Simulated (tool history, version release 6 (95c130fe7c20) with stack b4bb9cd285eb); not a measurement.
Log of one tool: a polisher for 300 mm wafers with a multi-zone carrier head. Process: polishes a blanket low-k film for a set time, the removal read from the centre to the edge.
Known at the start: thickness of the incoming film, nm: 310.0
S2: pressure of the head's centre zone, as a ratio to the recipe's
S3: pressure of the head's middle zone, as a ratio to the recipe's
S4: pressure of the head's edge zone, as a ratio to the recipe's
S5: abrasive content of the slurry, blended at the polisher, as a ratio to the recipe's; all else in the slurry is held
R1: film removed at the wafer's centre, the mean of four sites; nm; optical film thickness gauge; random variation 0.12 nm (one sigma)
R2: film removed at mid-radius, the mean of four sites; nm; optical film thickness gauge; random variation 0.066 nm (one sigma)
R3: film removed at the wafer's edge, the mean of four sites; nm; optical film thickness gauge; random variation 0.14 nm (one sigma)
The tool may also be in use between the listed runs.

run 1 hour=0.0 | flow_of_slurry_(ml/min)=255 S2=1.00 S3=1.00 S4=1.00 S5=1.00 polishing_time_(s)=51 | R1=17.175 R2=16.9510 R3=16.527
run 2 hour=1.4 | flow_of_slurry_(ml/min)=255 S2=1.00 S3=1.00 S4=1.00 S5=0.85 polishing_time_(s)=51 | R1=16.072 R2=15.8540 R3=15.732
run 3 hour=4.0 | flow_of_slurry_(ml/min)=255 S2=1.00 S3=1.00 S4=1.00 S5=0.85 polishing_time_(s)=41 | R1=13.010 R2=12.8120 R3=12.835
run 4 hour=11.0 | flow_of_slurry_(ml/min)=255 S2=1.00 S3=1.00 S4=0.92 S5=0.85 polishing_time_(s)=41 | R1=13.027 R2=12.7860 R3=12.323
run 5 hour=11.9 | flow_of_slurry_(ml/min)=255 S2=1.00 S3=0.93 S4=0.92 S5=0.85 polishing_time_(s)=41 | R1=13.219 R2=12.2100 R3=12.269
run 6 hour=17.5 | flow_of_slurry_(ml/min)=255 S2=1.00 S3=0.87 S4=0.92 S5=0.85 polishing_time_(s)=41 | R1=13.050 R2=11.5520 R3=12.075
run 7 hour=24.4 | flow_of_slurry_(ml/min)=255 S2=1.00 S3=0.87 S4=0.92 S5=0.85 polishing_time_(s)=41 | R1=13.308 R2=11.4730 R3=12.449
run 8 hour=32.3 | flow_of_slurry_(ml/min)=250 S2=1.02 S3=0.85 S4=0.89 S5=0.75 polishing_time_(s)=41 | R1=12.787 R2=10.7780 R3=11.594
run 9 hour=35.5 | flow_of_slurry_(ml/min)=240 S2=1.04 S3=0.84 S4=0.87 S5=0.70 polishing_time_(s)=41 | R1=12.495 R2=10.4660 R3=11.176
run 10 hour=43.5 | flow_of_slurry_(ml/min)=240 S2=1.06 S3=0.83 S4=0.87 S5=0.65 polishing_time_(s)=41 | R1=12.376 R2=10.1010 R3=10.835
run 11 hour=51.0 | flow_of_slurry_(ml/min)=235 S2=1.08 S3=0.82 S4=0.87 S5=0.60 polishing_time_(s)=41 | R1=12.499 R2=9.6756 R3=10.811
run 12 hour=55.8 | flow_of_slurry_(ml/min)=230 S2=1.08 S3=0.82 S4=0.86 S5=0.60 polishing_time_(s)=41 | R1=12.473 R2=9.6178 R3=10.587
-- hour=63.0 slurry nozzle cleaned
run 13 hour=63.0 | flow_of_slurry_(ml/min)=220 S2=1.08 S3=0.82 S4=0.85 S5=0.60 polishing_time_(s)=41 | R1=13.018 R2=10.1310 R3=10.793

Forecast run 14:
run 14 hour=71.5 | flow_of_slurry_(ml/min)=220 S2=1.08 S3=0.82 S4=0.85 S5=0.60 polishing_time_(s)=41 | R1=? R2=? R3=?

R1: 12.960 nm
R2: 10.0690 nm
R3: 10.728 nm

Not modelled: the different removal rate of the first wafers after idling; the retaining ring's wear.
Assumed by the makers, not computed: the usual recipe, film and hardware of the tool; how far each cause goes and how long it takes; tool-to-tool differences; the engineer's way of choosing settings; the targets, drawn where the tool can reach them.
